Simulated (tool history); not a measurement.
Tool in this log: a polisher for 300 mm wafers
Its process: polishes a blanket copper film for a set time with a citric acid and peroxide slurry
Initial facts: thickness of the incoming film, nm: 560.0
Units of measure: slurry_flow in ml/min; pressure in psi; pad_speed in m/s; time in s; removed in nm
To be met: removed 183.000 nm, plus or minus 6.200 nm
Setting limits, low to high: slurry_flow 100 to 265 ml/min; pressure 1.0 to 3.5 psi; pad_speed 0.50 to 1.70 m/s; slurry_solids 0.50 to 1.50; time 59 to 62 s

run 1 hour=0.0 | slurry_flow=170 pressure=2.2 pad_speed=1.10 slurry_solids=1.00 time=59 | removed=97.098
run 2 hour=4.5 | slurry_flow=170 pressure=2.2 pad_speed=1.10 slurry_solids=1.00 time=62 | removed=102.890
run 3 hour=10.2 | slurry_flow=175 pressure=2.4 pad_speed=1.10 slurry_solids=1.00 time=62 | removed=110.150
run 4 hour=13.2 | slurry_flow=175 pressure=2.4 pad_speed=1.10 slurry_solids=0.85 time=62 | removed=106.430
run 5 hour=18.2 | slurry_flow=175 pressure=2.6 pad_speed=1.12 slurry_solids=0.85 time=62 | removed=115.010
-- hour=19.8 worn pad replaced by a new one
run 6 hour=19.8 | slurry_flow=175 pressure=2.1 pad_speed=1.12 slurry_solids=0.85 time=62 | removed=105.230
run 7 hour=23.4 | slurry_flow=180 pressure=2.3 pad_speed=1.16 slurry_solids=0.85 time=62 | removed=113.790
run 8 hour=28.0 | slurry_flow=190 pressure=2.5 pad_speed=1.18 slurry_solids=0.85 time=62 | removed=124.310
run 9 hour=34.3 | slurry_flow=200 pressure=2.7 pad_speed=1.18 slurry_solids=0.85 time=62 | removed=132.210
run 10 hour=35.4 | slurry_flow=205 pressure=2.8 pad_speed=1.18 slurry_solids=0.85 time=62 | removed=136.770
run 11 hour=43.2 | slurry_flow=210 pressure=2.9 pad_speed=1.18 slurry_solids=0.85 time=62 | removed=141.820
run 12 hour=46.6 | slurry_flow=215 pressure=3.0 pad_speed=1.18 slurry_solids=0.85 time=62 | removed=144.740
run 13 hour=49.2 | slurry_flow=215 pressure=3.5 pad_speed=1.24 slurry_solids=0.85 time=62 | removed=173.000
run 14 hour=55.5 | slurry_flow=220 pressure=3.5 pad_speed=1.24 slurry_solids=0.85 time=62 | removed=173.650
run 15 hour=62.0 | slurry_flow=225 pressure=3.5 pad_speed=1.24 slurry_solids=0.85 time=62 | removed=173.300

Which single option among these 4 for the next run brings every result within its allowed miss of target? Just one does.
run A hour=68.5 | slurry_flow=195 pressure=3.4 pad_speed=1.24 slurry_solids=1.10 time=60 | removed=?
run B hour=68.5 | slurry_flow=190 pressure=3.0 pad_speed=1.34 slurry_solids=0.80 time=62 | removed=?
run C hour=68.5 | slurry_flow=265 pressure=3.5 pad_speed=1.34 slurry_solids=0.85 time=60 | removed=?
run D hour=68.5 | slurry_flow=235 pressure=3.4 pad_speed=1.26 slurry_solids=0.75 time=60 | removed=?

move=A removed=170.460
move=B removed=159.630
move=C removed=184.100
move=D removed=163.450
A: the biggest miss grows against the last run
B: the biggest miss grows against the last run
C: hits every target within its allowed miss
D: the biggest miss grows against the last run
C is the move that brings every result within its allowed miss.

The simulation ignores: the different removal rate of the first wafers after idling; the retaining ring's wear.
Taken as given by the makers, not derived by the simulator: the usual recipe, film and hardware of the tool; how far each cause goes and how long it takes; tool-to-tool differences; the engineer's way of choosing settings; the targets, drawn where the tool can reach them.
